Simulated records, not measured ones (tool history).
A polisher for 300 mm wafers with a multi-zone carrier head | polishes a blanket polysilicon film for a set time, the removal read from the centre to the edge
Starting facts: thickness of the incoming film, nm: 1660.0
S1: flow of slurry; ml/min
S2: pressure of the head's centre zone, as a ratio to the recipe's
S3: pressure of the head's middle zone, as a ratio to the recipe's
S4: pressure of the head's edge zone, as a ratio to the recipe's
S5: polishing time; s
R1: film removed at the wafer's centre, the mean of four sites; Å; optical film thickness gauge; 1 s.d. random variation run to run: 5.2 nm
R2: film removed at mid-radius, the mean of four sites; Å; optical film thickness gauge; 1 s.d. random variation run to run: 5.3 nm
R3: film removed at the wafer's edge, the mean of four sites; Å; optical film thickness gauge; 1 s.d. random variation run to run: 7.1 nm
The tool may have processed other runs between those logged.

| run | hour | S1 | S2 | S3 | S4 | S5 | R1 | R2 | R3 |
|---|---|---|---|---|---|---|---|---|---|
| 1 | 0.0 | 245 | 1.00 | 1.00 | 1.00 | 56 | 6437.1 | 6179.7 | 6053.5 |
| 2 | 6.6 | 240 | 1.01 | 0.98 | 0.96 | 55 | 6350.3 | 5831.0 | 5841.3 |
| 3 | 12.2 | 240 | 0.97 | 0.98 | 0.96 | 55 | 6034.5 | 6001.7 | 5950.1 |
| 4 | 17.1 | 240 | 0.97 | 0.93 | 0.96 | 55 | 6128.0 | 5619.9 | 5949.3 |
| 5 | 21.9 | 240 | 0.97 | 0.93 | 1.03 | 55 | 6035.4 | 5674.0 | 6043.6 |
| 6 | 24.3 | 240 | 0.97 | 0.93 | 1.03 | 41 | 4563.5 | 4159.3 | 4512.1 |
| 7 | 25.1 | 250 | 1.00 | 0.95 | 1.04 | 43 | 4950.1 | 4552.0 | 4650.8 |

Run 8 comes next. What will it give?
| 8 | 27.0 | 300 | 1.10 | 0.94 | 1.14 | 47 | ? | ? | ? |

{"run 8": {"R1": 6077.6, "R2": 4865.5, "R3": 5339.6}}

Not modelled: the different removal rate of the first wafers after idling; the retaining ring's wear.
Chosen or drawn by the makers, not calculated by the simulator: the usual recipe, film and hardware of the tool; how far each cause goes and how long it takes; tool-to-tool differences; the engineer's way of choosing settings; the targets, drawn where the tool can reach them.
